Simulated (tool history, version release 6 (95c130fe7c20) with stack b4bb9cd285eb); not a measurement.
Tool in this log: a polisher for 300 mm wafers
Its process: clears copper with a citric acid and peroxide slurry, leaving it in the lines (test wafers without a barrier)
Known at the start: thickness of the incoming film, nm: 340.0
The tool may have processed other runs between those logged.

run    day  flow of slurry (ml/min)  pressure of the wafer on the pad (psi)  speed of the pad under the wafer (cm/s)  abrasive content of the slurry  overpolish time after the end point (s)  time until the end point was called (s)  dishing of a wide line in a test structure (Å)
  1      0                      315                                     3.9                                      112                               1                                       17                                   118.72                                          302.56
  2  0.038                      265                                     3.9                                      112                               1                                       17                                   118.78                                          289.66
  3    0.3                      265                                     3.9                                       86                               1                                       17                                   158.39                                          241.96
  4  0.408                      270                                     4.2                                       86                               1                                       18                                   144.46                                          268.02
  5  0.658                      275                                     4.4                                       86                               1                                       19                                   134.97                                          291.24
  6  0.858                      275                                     4.4                                       86                               1                                       13                                   144.72                                          213.39
  7  1.225                      280                                     4.7                                      118                            1.05                                       21                                   97.354                                          409.43
  8  1.596                      290                                     4.7                                      118                            1.05                                       21                                   96.864                                          417.96

What will run 9 give?
  9  1.654                      300                                     4.7                                      118                            1.05                                       21                                        ?                                               ?

{"run 9": {"time until the end point was called (s)": 95.376, "dishing of a wide line in a test structure (Å)": 411.48}}

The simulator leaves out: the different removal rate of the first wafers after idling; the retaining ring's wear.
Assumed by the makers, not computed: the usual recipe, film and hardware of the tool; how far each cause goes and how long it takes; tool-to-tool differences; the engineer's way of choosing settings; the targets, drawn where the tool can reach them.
